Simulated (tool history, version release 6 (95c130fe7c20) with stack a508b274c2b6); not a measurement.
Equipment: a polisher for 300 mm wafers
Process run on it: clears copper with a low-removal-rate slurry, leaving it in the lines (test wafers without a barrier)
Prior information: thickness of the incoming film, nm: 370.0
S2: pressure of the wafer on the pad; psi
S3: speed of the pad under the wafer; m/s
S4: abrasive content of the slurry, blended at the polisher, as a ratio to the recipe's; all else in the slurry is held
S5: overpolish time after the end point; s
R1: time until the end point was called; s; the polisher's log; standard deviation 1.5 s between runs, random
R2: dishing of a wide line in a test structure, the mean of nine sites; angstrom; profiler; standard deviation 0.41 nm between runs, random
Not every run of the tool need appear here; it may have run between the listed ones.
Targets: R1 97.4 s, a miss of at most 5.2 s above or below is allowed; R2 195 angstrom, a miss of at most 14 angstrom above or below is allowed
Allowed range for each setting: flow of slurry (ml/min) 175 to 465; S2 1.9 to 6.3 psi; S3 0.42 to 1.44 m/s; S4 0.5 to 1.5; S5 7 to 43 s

Run 1, hour 0: flow of slurry (ml/min) 295, S2 4.1 psi, S3 0.92 m/s, S4 1, S5 22 s. Result: R1 90.836 s, R2 396.69 angstrom.
Run 2, hour 1.6: flow of slurry (ml/min) 295, S2 3.7 psi, S3 0.98 m/s, S4 1, S5 18 s. Result: R1 94.259 s, R2 358.78 angstrom.
Run 3, hour 9: flow of slurry (ml/min) 305, S2 3.6 psi, S3 0.94 m/s, S4 1.05, S5 15 s. Result: R1 95.725 s, R2 307.55 angstrom.
Run 4, hour 15: flow of slurry (ml/min) 255, S2 3.6 psi, S3 0.94 m/s, S4 1.05, S5 15 s. Result: R1 97.22 s, R2 310.38 angstrom.
Run 5, hour 22.7: flow of slurry (ml/min) 255, S2 3.6 psi, S3 0.86 m/s, S4 1.05, S5 15 s. Result: R1 104.66 s, R2 285.44 angstrom.
Run 6, hour 28.2: flow of slurry (ml/min) 235, S2 3.7 psi, S3 0.8 m/s, S4 1.2, S5 13 s. Result: R1 113.04 s, R2 253.07 angstrom.
Run 7, hour 29.4: flow of slurry (ml/min) 220, S2 4.1 psi, S3 0.76 m/s, S4 1.3, S5 11 s. Result: R1 103.2 s, R2 247.82 angstrom.
Run 8, hour 32.1: flow of slurry (ml/min) 205, S2 4.2 psi, S3 0.72 m/s, S4 1.35, S5 10 s. Result: R1 108.87 s, R2 214.99 angstrom.
Run 9, hour 39.6: flow of slurry (ml/min) 195, S2 4.4 psi, S3 0.72 m/s, S4 1.4, S5 9 s. Result: R1 104.15 s, R2 203.72 angstrom.
Run 10, hour 40.8: flow of slurry (ml/min) 190, S2 4.7 psi, S3 0.72 m/s, S4 1.45, S5 7 s. Result: R1 101.46 s, R2 178.99 angstrom.

Consider the 4 candidate settings below. Which is the only one whose results all fall within their allowed miss of target?
Run A, hour 42: flow of slurry (ml/min) 175, S2 5 psi, S3 0.64 m/s, S4 1.5, S5 7 s. Result: R1 ?, R2 ?.
Run B, hour 42: flow of slurry (ml/min) 175, S2 4.3 psi, S3 0.7 m/s, S4 1.5, S5 7 s. Result: R1 ?, R2 ?.
Run C, hour 42: flow of slurry (ml/min) 200, S2 4.7 psi, S3 0.68 m/s, S4 1.4, S5 10 s. Result: R1 ?, R2 ?.
Run D, hour 42: flow of slurry (ml/min) 220, S2 5.1 psi, S3 0.66 m/s, S4 1.5, S5 8 s. Result: R1 ?, R2 ?.

move      R1      R2
   A  105.38  167.74
   B  109.92  161.68
   C  104.01  225.45
   D   96.88   200.4
A: lands further from the targets than the last run did
B: lands further from the targets than the last run did
C: the result that was furthest off in the last run now lies on the other side of its target
D: every result within its allowed miss
Correct choice: D, which meets every target
